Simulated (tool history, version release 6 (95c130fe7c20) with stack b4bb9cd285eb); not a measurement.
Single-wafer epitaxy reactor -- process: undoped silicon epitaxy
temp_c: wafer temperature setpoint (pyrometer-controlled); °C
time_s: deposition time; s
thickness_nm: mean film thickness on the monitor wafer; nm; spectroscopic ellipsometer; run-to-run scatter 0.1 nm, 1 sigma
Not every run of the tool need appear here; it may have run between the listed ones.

{"run": 1, "hour": 0.0, "temp_c": 670, "time_s": 261, "thickness_nm": 71.508}
{"run": 2, "hour": 8.9, "temp_c": 663, "time_s": 250, "thickness_nm": 57.799}
{"run": 3, "hour": 11.7, "temp_c": 663, "time_s": 280, "thickness_nm": 65.119}
{"run": 4, "hour": 19.1, "temp_c": 658, "time_s": 269, "thickness_nm": 55.243}
{"run": 5, "hour": 27.3, "temp_c": 648, "time_s": 269, "thickness_nm": 43.253}
{"run": 6, "hour": 34.4, "temp_c": 647, "time_s": 263, "thickness_nm": 41.184}
{"run": 7, "hour": 36.4, "temp_c": 647, "time_s": 259, "thickness_nm": 40.562}
{"run": 8, "hour": 37.0, "temp_c": 647, "time_s": 256, "thickness_nm": 39.794}
{"run": 9, "hour": 39.1, "temp_c": 647, "time_s": 255, "thickness_nm": 39.786}
{"run": 10, "hour": 45.8, "temp_c": 647, "time_s": 254, "thickness_nm": 39.749}

Run 11, settings as shown, results not yet in. Your forecast:
{"run": 11, "hour": 49.8, "temp_c": 647, "time_s": 253, "thickness_nm": "?"}

For run 11 the tool returned thickness_nm 39.634 nm.

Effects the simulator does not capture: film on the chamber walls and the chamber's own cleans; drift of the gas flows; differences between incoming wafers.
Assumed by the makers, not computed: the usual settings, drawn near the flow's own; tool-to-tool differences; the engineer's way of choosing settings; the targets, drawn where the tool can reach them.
